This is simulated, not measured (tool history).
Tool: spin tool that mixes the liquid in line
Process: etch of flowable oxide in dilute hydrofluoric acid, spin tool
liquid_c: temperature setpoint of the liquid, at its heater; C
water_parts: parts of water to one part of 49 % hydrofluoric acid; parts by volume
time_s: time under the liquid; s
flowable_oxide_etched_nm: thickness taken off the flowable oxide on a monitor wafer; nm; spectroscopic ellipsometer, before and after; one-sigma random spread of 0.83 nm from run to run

| run | hour | liquid_c | water_parts | time_s | flowable_oxide_etched_nm |
|---|---|---|---|---|---|
| 1 | 0 | 26 | 60 | 130 | 105.78 |
| 2 | 5.3 | 26 | 40 | 130 | 162.61 |
| 3 | 12.7 | 26 | 40 | 130 | 162.95 |
| 4 | 20.2 | 27.5 | 40 | 130 | 173.75 |
| 5 | 27.8 | 29 | 40 | 130 | 183.53 |
| 6 | 33.4 | 31 | 40 | 130 | 200.01 |
| 7 | 42.1 | 31.5 | 40 | 130 | 203.21 |
| 8 | 44.6 | 32 | 40 | 130 | 207.27 |
| 9 | 47.3 | 32.5 | 40 | 130 | 212.89 |
| 10 | 48.4 | 32.5 | 40 | 130 | 210.63 |
| 11 | 50.5 | 33 | 40 | 130 | 215.75 |
| 12 | 58.6 | 33.5 | 40 | 130 | 219.54 |

Run 13 comes next. What will it give?
| 13 | 59.2 | 34 | 40 | 130 | ? |

flowable_oxide_etched_nm: 223.68 nm
